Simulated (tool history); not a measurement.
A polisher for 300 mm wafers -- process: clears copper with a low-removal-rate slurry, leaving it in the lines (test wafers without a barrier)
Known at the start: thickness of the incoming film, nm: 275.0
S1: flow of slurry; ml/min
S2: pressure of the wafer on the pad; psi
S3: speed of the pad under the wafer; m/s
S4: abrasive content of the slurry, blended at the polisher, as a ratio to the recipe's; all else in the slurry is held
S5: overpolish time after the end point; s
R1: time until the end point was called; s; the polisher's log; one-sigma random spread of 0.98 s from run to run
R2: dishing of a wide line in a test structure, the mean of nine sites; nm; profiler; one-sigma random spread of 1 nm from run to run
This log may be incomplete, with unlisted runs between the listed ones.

run    day   S1   S2    S3   S4  S5      R1      R2
  1  0.000  270  2.9  0.84  1.0  24  106.82  39.762
  2  0.321  305  2.9  0.84  1.0  24  104.40  39.399
  3  0.696  305  2.4  0.84  1.0  24  124.75  34.440
  4  0.892  360  2.4  0.84  1.0  24  125.07  34.365
  5  1.204  360  2.4  0.84  1.0  16  126.24  23.737
  6  1.546  360  2.5  0.84  1.0  18  120.25  27.491
  7  1.883  360  2.6  0.84  1.0  20  116.36  31.782
  8  2.183  360  2.7  0.84  1.0  21  112.13  33.862
  9  2.442  360  2.8  0.84  1.0  22  110.05  37.423

Run 10, settings as shown, results not yet in. Your forecast:
 10  2.812  360  2.9  0.84  1.0  23   ?   ?

R1: 104.58 s
R2: 39.738 nm

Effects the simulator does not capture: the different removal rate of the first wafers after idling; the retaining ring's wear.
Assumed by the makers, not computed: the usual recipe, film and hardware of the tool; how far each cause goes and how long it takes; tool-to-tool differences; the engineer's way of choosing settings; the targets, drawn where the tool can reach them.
